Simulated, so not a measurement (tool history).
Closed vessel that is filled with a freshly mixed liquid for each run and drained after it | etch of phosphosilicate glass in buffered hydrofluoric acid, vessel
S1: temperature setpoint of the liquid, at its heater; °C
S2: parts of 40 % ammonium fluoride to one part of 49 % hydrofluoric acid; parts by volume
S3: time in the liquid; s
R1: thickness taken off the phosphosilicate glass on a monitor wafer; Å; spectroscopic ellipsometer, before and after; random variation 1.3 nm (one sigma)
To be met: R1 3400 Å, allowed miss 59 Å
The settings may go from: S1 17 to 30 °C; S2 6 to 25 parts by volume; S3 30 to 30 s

{"run": 1, "day": 0.0, "S1": 22, "S2": 15.5, "S3": 30, "R1": 1435}
{"run": 2, "day": 0.283, "S1": 23, "S2": 14.5, "S3": 30, "R1": 1625.2}
{"run": 3, "day": 0.379, "S1": 24, "S2": 13.5, "S3": 30, "R1": 1829.1}
{"run": 4, "day": 0.708, "S1": 24, "S2": 13.5, "S3": 30, "R1": 1840.6}
{"run": 5, "day": 0.817, "S1": 25, "S2": 13, "S3": 30, "R1": 2023}
{"run": 6, "day": 0.883, "S1": 25, "S2": 17, "S3": 30, "R1": 1554.7}
{"run": 7, "day": 1.004, "S1": 25.5, "S2": 16, "S3": 30, "R1": 1692.4}
{"run": 8, "day": 1.108, "S1": 25.5, "S2": 16, "S3": 30, "R1": 1686.7}
{"run": 9, "day": 1.258, "S1": 26, "S2": 15, "S3": 30, "R1": 1852.2}
{"run": 10, "day": 1.588, "S1": 26.5, "S2": 14, "S3": 30, "R1": 2041.6}
{"run": 11, "day": 1.762, "S1": 27, "S2": 13.5, "S3": 30, "R1": 2158}
{"run": 12, "day": 2.112, "S1": 27.5, "S2": 13, "S3": 30, "R1": 2309.6}
{"run": 13, "day": 2.392, "S1": 28, "S2": 12.5, "S3": 30, "R1": 2474.4}
{"run": 14, "day": 2.65, "S1": 28.5, "S2": 12, "S3": 30, "R1": 2641.1}
{"run": 15, "day": 2.792, "S1": 28.5, "S2": 11.5, "S3": 30, "R1": 2749.3}
{"run": 16, "day": 2.842, "S1": 28.5, "S2": 11, "S3": 30, "R1": 2869.1}
{"day": 3.05, "done": "thermometer replaced"}
{"run": 17, "day": 3.05, "S1": 29.5, "S2": 10.5, "S3": 30, "R1": 3530.2}

Which of these 5 next moves meets every target?
{"run": "A", "day": 3.258, "S1": 30, "S2": 11.5, "S3": 30, "R1": "?"}
{"run": "B", "day": 3.258, "S1": 25.5, "S2": 8.5, "S3": 30, "R1": "?"}
{"run": "C", "day": 3.258, "S1": 30, "S2": 10.5, "S3": 30, "R1": "?"}
{"run": "D", "day": 3.258, "S1": 29, "S2": 11, "S3": 30, "R1": "?"}
{"run": "E", "day": 3.258, "S1": 28.5, "S2": 9.5, "S3": 30, "R1": "?"}

move=A R1=3299.5
move=B R1=3382.4
move=C R1=3605
move=D R1=3268.9
move=E R1=3607.2
A: takes the result that was furthest off past its target
B: meets every target
C: further off than the last run
D: takes the result that was furthest off past its target
E: further off than the last run
Answer: B
